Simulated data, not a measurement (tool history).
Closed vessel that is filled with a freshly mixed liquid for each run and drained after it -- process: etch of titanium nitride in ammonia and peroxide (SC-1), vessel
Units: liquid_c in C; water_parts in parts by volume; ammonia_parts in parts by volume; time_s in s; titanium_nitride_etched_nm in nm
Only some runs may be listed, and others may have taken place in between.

run	hour	liquid_c	water_parts	ammonia_parts	time_s	titanium_nitride_etched_nm
1	0	63	6	0.4	130	23.388
2	2.8	63.5	6	0.4	130	24.012
3	9.5	64	6	0.4	130	24.854
4	16.6	64	7	0.4	130	22.958
5	22.3	64	7	0.4	130	22.929
6	23.2	64	8	0.4	130	21.494
7	27.4	64.5	8	0.4	130	22.269
8	33.6	65	8	0.4	130	22.907
9	35.9	65.5	8	0.4	130	23.525
10	37.6	66	7.5	0.4	130	25.556

What will run 11 give?
11	45.3	66.5	7.5	0.4	130	?

titanium_nitride_etched_nm: 26.062 nm
